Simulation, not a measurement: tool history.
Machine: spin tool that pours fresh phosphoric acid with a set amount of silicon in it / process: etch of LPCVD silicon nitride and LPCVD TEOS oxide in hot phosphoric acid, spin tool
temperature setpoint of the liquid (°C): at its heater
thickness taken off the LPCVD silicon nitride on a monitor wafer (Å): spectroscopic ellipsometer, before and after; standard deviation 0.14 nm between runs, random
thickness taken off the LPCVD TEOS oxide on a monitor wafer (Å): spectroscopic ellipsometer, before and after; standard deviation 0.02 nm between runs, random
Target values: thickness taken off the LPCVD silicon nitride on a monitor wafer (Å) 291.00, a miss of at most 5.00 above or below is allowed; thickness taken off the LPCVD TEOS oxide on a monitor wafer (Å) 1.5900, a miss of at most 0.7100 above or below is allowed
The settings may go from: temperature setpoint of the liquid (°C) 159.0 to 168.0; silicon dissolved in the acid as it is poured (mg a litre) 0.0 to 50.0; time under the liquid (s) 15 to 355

run	day	temperature setpoint of the liquid (°C)	silicon dissolved in the acid as it is poured (mg a litre)	time under the liquid (s)	thickness taken off the LPCVD silicon nitride on a monitor wafer (Å)	thickness taken off the LPCVD TEOS oxide on a monitor wafer (Å)
1	0.000	164.0	26.5	180	174.78	2.8166
2	0.308	165.0	34.0	205	204.09	2.3006
3	0.475	166.0	39.0	220	226.60	2.0682
4	0.608	166.5	42.5	230	240.61	1.9936
5	0.846	167.0	45.0	240	254.44	1.5715
6	0.942	167.0	45.0	180	192.87	1.2372
7	1.208	167.5	46.5	205	223.15	1.0562
8	1.362	167.5	45.5	220	240.14	1.4692
9	1.446	167.5	46.5	230	251.20	1.5604

Which one of the following 4 next-run settings gets every result inside its allowed miss? There is exactly one.
A	1.529	168.0	50.0	270	?	?
B	1.529	167.5	33.5	280	?	?
C	1.529	167.0	19.5	260	?	?
D	1.529	166.5	50.0	275	?	?

move	thickness taken off the LPCVD silicon nitride on a monitor wafer (Å)	thickness taken off the LPCVD TEOS oxide on a monitor wafer (Å)
A	298.53	1.4170
B	304.61	2.9171
C	278.30	4.3151
D	289.60	1.2961
A: the result that was furthest off in the last run now lies on the other side of its target
B: the result that was furthest off in the last run now lies on the other side of its target
C: closer than the last run, but not yet in spec
D: hits every target within its allowed miss
Go with D: it meets all targets.
